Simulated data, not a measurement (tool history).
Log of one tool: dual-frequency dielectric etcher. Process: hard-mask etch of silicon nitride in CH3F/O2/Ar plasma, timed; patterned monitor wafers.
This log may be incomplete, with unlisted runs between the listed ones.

run,hour,source power (W),bias power (W),etch time (s),mean etch depth across the wafer (Å)
1,0,540,65,123.5,953.52
2,5.7,540,65,123.5,953.87
3,14.6,540,72,123.5,986.3
4,17.1,540,64,123.5,937.81
5,25.8,450,64,123.5,882.49
6,32.1,520,66,123.5,950.66
7,39.8,570,67,123.5,987.75
8,45.1,610,68,123.5,1024.2

Expected results for the next run?
9,50.8,630,69,123.5,?

{"run 9": {"mean etch depth across the wafer (Å)": 1035.4}}
